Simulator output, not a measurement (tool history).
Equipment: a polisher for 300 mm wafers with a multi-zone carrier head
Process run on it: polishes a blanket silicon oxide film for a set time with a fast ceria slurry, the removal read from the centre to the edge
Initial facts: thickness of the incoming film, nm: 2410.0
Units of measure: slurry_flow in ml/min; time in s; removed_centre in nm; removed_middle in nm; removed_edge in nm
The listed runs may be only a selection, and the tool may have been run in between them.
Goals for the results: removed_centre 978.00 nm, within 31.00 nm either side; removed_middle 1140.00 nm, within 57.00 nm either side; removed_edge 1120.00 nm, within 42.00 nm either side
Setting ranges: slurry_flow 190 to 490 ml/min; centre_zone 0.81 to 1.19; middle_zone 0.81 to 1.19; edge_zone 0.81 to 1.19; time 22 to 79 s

{"run": 1, "hour": 0.0, "slurry_flow": 315, "centre_zone": 1.0, "middle_zone": 1.0, "edge_zone": 1.0, "time": 50, "removed_centre": 733.9, "removed_middle": 708.88, "removed_edge": 727.69}
{"run": 2, "hour": 7.1, "slurry_flow": 315, "centre_zone": 0.99, "middle_zone": 1.02, "edge_zone": 1.02, "time": 53, "removed_centre": 776.76, "removed_middle": 769.05, "removed_edge": 776.16}
{"run": 3, "hour": 9.3, "slurry_flow": 315, "centre_zone": 0.93, "middle_zone": 1.02, "edge_zone": 1.02, "time": 53, "removed_centre": 718.84, "removed_middle": 775.38, "removed_edge": 765.93}
{"run": 4, "hour": 17.0, "slurry_flow": 270, "centre_zone": 0.93, "middle_zone": 1.02, "edge_zone": 1.02, "time": 53, "removed_centre": 726.15, "removed_middle": 754.89, "removed_edge": 764.66}
{"run": 5, "hour": 19.6, "slurry_flow": 280, "centre_zone": 0.93, "middle_zone": 1.03, "edge_zone": 1.04, "time": 55, "removed_centre": 733.29, "removed_middle": 780.99, "removed_edge": 811.7}
{"run": 6, "hour": 22.6, "slurry_flow": 280, "centre_zone": 0.93, "middle_zone": 1.03, "edge_zone": 1.04, "time": 50, "removed_centre": 678.39, "removed_middle": 728.87, "removed_edge": 737.96}
{"run": 7, "hour": 27.0, "slurry_flow": 285, "centre_zone": 0.94, "middle_zone": 1.05, "edge_zone": 1.06, "time": 53, "removed_centre": 735.24, "removed_middle": 777.07, "removed_edge": 777.54}
{"run": 8, "hour": 35.3, "slurry_flow": 290, "centre_zone": 0.93, "middle_zone": 1.06, "edge_zone": 1.07, "time": 56, "removed_centre": 766.39, "removed_middle": 837.99, "removed_edge": 821.64}
{"run": 9, "hour": 41.5, "slurry_flow": 280, "centre_zone": 0.9, "middle_zone": 1.07, "edge_zone": 1.16, "time": 70, "removed_centre": 905.81, "removed_middle": 1028.6, "removed_edge": 1079.2}

Which single option among these 5 for the next run brings every result within its allowed miss of target? Just one does.
{"run": "A", "hour": 47.7, "slurry_flow": 315, "centre_zone": 0.86, "middle_zone": 1.12, "edge_zone": 1.15, "time": 73, "removed_centre": "?", "removed_middle": "?", "removed_edge": "?"}
{"run": "B", "hour": 47.7, "slurry_flow": 335, "centre_zone": 0.91, "middle_zone": 1.12, "edge_zone": 1.16, "time": 72, "removed_centre": "?", "removed_middle": "?", "removed_edge": "?"}
{"run": "C", "hour": 47.7, "slurry_flow": 320, "centre_zone": 0.84, "middle_zone": 1.12, "edge_zone": 1.15, "time": 66, "removed_centre": "?", "removed_middle": "?", "removed_edge": "?"}
{"run": "D", "hour": 47.7, "slurry_flow": 205, "centre_zone": 0.99, "middle_zone": 1.14, "edge_zone": 0.99, "time": 74, "removed_centre": "?", "removed_middle": "?", "removed_edge": "?"}
{"run": "E", "hour": 47.7, "slurry_flow": 230, "centre_zone": 0.93, "middle_zone": 1.17, "edge_zone": 1.11, "time": 70, "removed_centre": "?", "removed_middle": "?", "removed_edge": "?"}

move=A removed_centre=919.12 removed_middle=1095.40 removed_edge=1124.60
move=B removed_centre=964.64 removed_middle=1085.10 removed_edge=1117.80
move=C removed_centre=812.57 removed_middle=991.64 removed_edge=1017.70
move=D removed_centre=1029.90 removed_middle=1085.20 removed_edge=1033.80
move=E removed_centre=926.20 removed_middle=1061.50 removed_edge=1038.50
A: an improvement on the last run, though not all results are within tolerance
B: every result lands within tolerance
C: the biggest miss grows against the last run
D: takes the biggest miss from the last run beyond its target
E: an improvement on the last run, though not all results are within tolerance
Go with B: it meets all targets.

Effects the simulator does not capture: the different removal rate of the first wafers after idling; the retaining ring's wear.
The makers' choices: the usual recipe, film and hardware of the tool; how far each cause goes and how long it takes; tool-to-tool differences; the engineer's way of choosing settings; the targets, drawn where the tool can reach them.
